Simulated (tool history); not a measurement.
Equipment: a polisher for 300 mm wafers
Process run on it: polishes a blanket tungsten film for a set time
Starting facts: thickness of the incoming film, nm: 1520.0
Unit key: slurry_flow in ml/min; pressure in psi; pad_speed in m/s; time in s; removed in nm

{"run": 1, "day": 0.0, "slurry_flow": 315, "pressure": 2.9, "pad_speed": 1.08, "slurry_solids": 1, "time": 25, "removed": 77.197}
{"run": 2, "day": 0.283, "slurry_flow": 315, "pressure": 3.1, "pad_speed": 1.08, "slurry_solids": 1, "time": 25, "removed": 83.117}
{"run": 3, "day": 0.492, "slurry_flow": 315, "pressure": 3.1, "pad_speed": 1.08, "slurry_solids": 1, "time": 22, "removed": 74.765}
{"run": 4, "day": 0.542, "slurry_flow": 315, "pressure": 3.1, "pad_speed": 0.82, "slurry_solids": 1, "time": 22, "removed": 58.498}
{"day": 0.721, "done": "worn pad replaced by a new one"}
{"run": 5, "day": 0.721, "slurry_flow": 260, "pressure": 3.1, "pad_speed": 0.82, "slurry_solids": 1, "time": 22, "removed": 65.182}
{"run": 6, "day": 0.95, "slurry_flow": 260, "pressure": 3.1, "pad_speed": 0.82, "slurry_solids": 0.85, "time": 22, "removed": 62.909}

What will run 7 give?
{"run": 7, "day": 1.154, "slurry_flow": 250, "pressure": 3.4, "pad_speed": 0.84, "slurry_solids": 0.85, "time": 22, "removed": "?"}

{"run 7": {"removed": 69.124}}
